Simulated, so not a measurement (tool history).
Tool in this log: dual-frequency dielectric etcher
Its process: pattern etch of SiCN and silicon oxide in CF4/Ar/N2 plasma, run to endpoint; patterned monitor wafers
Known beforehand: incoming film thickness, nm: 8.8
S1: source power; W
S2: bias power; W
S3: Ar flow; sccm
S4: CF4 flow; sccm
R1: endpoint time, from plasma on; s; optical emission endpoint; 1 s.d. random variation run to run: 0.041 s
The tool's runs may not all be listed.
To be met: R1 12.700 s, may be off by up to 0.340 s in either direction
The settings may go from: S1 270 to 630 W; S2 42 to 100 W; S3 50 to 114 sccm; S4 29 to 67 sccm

Run 1, hour 0.0: S1 450 W, S2 71 W, S3 82 sccm, S4 48 sccm. Result: R1 11.007 s.
Run 2, hour 2.1: S1 450 W, S2 71 W, S3 82 sccm, S4 54 sccm. Result: R1 10.887 s.
Run 3, hour 10.5: S1 440 W, S2 71 W, S3 82 sccm, S4 54 sccm. Result: R1 11.033 s.
Run 4, hour 15.0: S1 430 W, S2 71 W, S3 82 sccm, S4 54 sccm. Result: R1 11.271 s.
Run 5, hour 18.8: S1 430 W, S2 71 W, S3 75 sccm, S4 54 sccm. Result: R1 11.089 s.
Run 6, hour 25.0: S1 430 W, S2 58 W, S3 75 sccm, S4 54 sccm. Result: R1 11.737 s.
Run 7, hour 29.9: S1 420 W, S2 58 W, S3 75 sccm, S4 54 sccm. Result: R1 12.060 s.
Run 8, hour 31.3: S1 420 W, S2 58 W, S3 75 sccm, S4 54 sccm. Result: R1 12.095 s.
Run 9, hour 32.5: S1 410 W, S2 58 W, S3 75 sccm, S4 54 sccm. Result: R1 12.319 s.

5 candidate next runs follow, results not yet known. Just one meets every target within its allowed miss. Identify it.
Run A, hour 33.7: S1 450 W, S2 58 W, S3 87 sccm, S4 56 sccm. Result: R1 ?.
Run B, hour 33.7: S1 420 W, S2 65 W, S3 82 sccm, S4 53 sccm. Result: R1 ?.
Run C, hour 33.7: S1 400 W, S2 64 W, S3 89 sccm, S4 51 sccm. Result: R1 ?.
Run D, hour 33.7: S1 430 W, S2 59 W, S3 78 sccm, S4 55 sccm. Result: R1 ?.
Run E, hour 33.7: S1 390 W, S2 69 W, S3 70 sccm, S4 67 sccm. Result: R1 ?.

move      R1
   A  11.573
   B  11.804
   C  12.551
   D  11.786
   E  11.787
A: the biggest miss grows against the last run
B: the biggest miss grows against the last run
C: every result lands within tolerance
D: the biggest miss grows against the last run
E: the biggest miss grows against the last run
The move that meets every target is C.
